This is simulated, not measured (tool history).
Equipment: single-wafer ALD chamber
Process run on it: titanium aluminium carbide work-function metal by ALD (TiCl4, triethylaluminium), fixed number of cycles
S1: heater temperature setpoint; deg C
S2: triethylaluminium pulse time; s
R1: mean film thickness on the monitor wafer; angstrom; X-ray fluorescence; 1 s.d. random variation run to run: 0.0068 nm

| run | day | S1 | S2 | R1 |
|---|---|---|---|---|
| 1 | 0.000 | 310 | 13.99 | 20.458 |
| 2 | 0.100 | 314 | 13.99 | 20.816 |
| 3 | 0.246 | 314 | 11.37 | 20.761 |
| 4 | 0.288 | 312 | 11.27 | 20.446 |
| 5 | 0.558 | 312 | 14.77 | 20.648 |
| 6 | 0.650 | 312 | 16.85 | 20.768 |
| 7 | 0.725 | 310 | 16.68 | 20.544 |
| 8 | 1.004 | 310 | 16.68 | 20.523 |
| 9 | 1.108 | 308 | 16.57 | 20.425 |
| 10 | 1.221 | 306 | 16.40 | 20.223 |
| 11 | 1.321 | 304 | 16.27 | 19.902 |
| 12 | 1.633 | 304 | 16.27 | 20.036 |
| 13 | 1.938 | 302 | 16.16 | 19.595 |
| 14 | 2.225 | 301 | 16.11 | 19.826 |
| 15 | 2.458 | 300 | 16.03 | 19.504 |
| 16 | 2.788 | 299 | 15.98 | 19.460 |

Run 17 comes next. What will it give?
| 17 | 2.958 | 298 | 15.93 | ? |

R1: 19.323 angstrom
